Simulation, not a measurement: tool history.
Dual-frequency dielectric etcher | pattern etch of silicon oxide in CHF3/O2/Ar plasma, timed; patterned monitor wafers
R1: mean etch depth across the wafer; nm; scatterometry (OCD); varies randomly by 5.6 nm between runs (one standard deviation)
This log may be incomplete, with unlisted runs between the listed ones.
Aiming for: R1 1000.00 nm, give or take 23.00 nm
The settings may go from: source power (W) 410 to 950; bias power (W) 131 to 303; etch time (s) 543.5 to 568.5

{"run": 1, "hour": 0.0, "source power (W)": 680, "bias power (W)": 217, "etch time (s)": 543.5, "R1": 1130.3}
{"run": 2, "hour": 6.5, "source power (W)": 680, "bias power (W)": 217, "etch time (s)": 568.5, "R1": 1171.7}
{"run": 3, "hour": 14.9, "source power (W)": 680, "bias power (W)": 217, "etch time (s)": 568.5, "R1": 1172.6}
{"run": 4, "hour": 20.2, "source power (W)": 650, "bias power (W)": 214, "etch time (s)": 568.0, "R1": 1152.9}
{"run": 5, "hour": 24.1, "source power (W)": 720, "bias power (W)": 214, "etch time (s)": 568.0, "R1": 1199.1}
{"run": 6, "hour": 32.3, "source power (W)": 690, "bias power (W)": 211, "etch time (s)": 567.5, "R1": 1164.4}
{"run": 7, "hour": 38.4, "source power (W)": 660, "bias power (W)": 209, "etch time (s)": 567.0, "R1": 1150.3}
{"run": 8, "hour": 40.9, "source power (W)": 520, "bias power (W)": 169, "etch time (s)": 559.5, "R1": 980.94}

Exercise: of the 4 proposed moves below, exactly one satisfies all targets within the stated allowed misses. Which move is it?
{"run": "A", "hour": 43.4, "source power (W)": 490, "bias power (W)": 210, "etch time (s)": 543.5, "R1": "?"}
{"run": "B", "hour": 43.4, "source power (W)": 530, "bias power (W)": 163, "etch time (s)": 545.0, "R1": "?"}
{"run": "C", "hour": 43.4, "source power (W)": 510, "bias power (W)": 177, "etch time (s)": 543.5, "R1": "?"}
{"run": "D", "hour": 43.4, "source power (W)": 500, "bias power (W)": 163, "etch time (s)": 561.0, "R1": "?"}

move=A R1=1013.00
move=B R1=946.23
move=C R1=961.61
move=D R1=957.69
A: every result lands within tolerance
B: moves away from the targets compared with the last run
C: moves away from the targets compared with the last run
D: moves away from the targets compared with the last run
A is the move that brings every result within its allowed miss.
